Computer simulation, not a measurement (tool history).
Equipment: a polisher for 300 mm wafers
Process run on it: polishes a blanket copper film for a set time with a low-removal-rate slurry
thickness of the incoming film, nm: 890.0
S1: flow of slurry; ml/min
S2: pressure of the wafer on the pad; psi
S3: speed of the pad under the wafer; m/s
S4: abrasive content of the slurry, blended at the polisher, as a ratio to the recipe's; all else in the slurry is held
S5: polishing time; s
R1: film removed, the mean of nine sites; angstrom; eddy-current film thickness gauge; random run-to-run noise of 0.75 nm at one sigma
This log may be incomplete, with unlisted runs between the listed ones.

Run 1, day 0: S1 305 ml/min, S2 2.7 psi, S3 1.18 m/s, S4 1, S5 40 s. Result: R1 1274.4 angstrom.
Run 2, day 0.171: S1 305 ml/min, S2 2.7 psi, S3 1.18 m/s, S4 1, S5 40 s. Result: R1 1267.7 angstrom.
Run 3, day 0.388: S1 345 ml/min, S2 2.7 psi, S3 1.18 m/s, S4 1, S5 40 s. Result: R1 1287.5 angstrom.
Run 4, day 0.504: S1 345 ml/min, S2 2.7 psi, S3 1.18 m/s, S4 1.15, S5 40 s. Result: R1 1313 angstrom.
Run 5, day 0.662: S1 345 ml/min, S2 3 psi, S3 1.18 m/s, S4 1.15, S5 40 s. Result: R1 1467.8 angstrom.
Run 6, day 0.792: S1 345 ml/min, S2 3 psi, S3 1.4 m/s, S4 1.15, S5 40 s. Result: R1 1677.5 angstrom.
Run 7, day 1.054: S1 345 ml/min, S2 2.3 psi, S3 1.06 m/s, S4 1.1, S5 39 s. Result: R1 1005.6 angstrom.
Run 8, day 1.25: S1 345 ml/min, S2 2.1 psi, S3 1.04 m/s, S4 1.1, S5 39 s. Result: R1 922.85 angstrom.
Run 9, day 1.483: S1 345 ml/min, S2 2 psi, S3 1.04 m/s, S4 1.1, S5 39 s. Result: R1 867.63 angstrom.
Run 10, day 1.629: S1 345 ml/min, S2 1.9 psi, S3 1.04 m/s, S4 1.1, S5 39 s. Result: R1 825.81 angstrom.

Estimate the outcome of run 11 from the log above:
Run 11, day 1.95: S1 345 ml/min, S2 1.8 psi, S3 1.04 m/s, S4 1.1, S5 39 s. Result: R1 ?.

R1: 788.89 angstrom
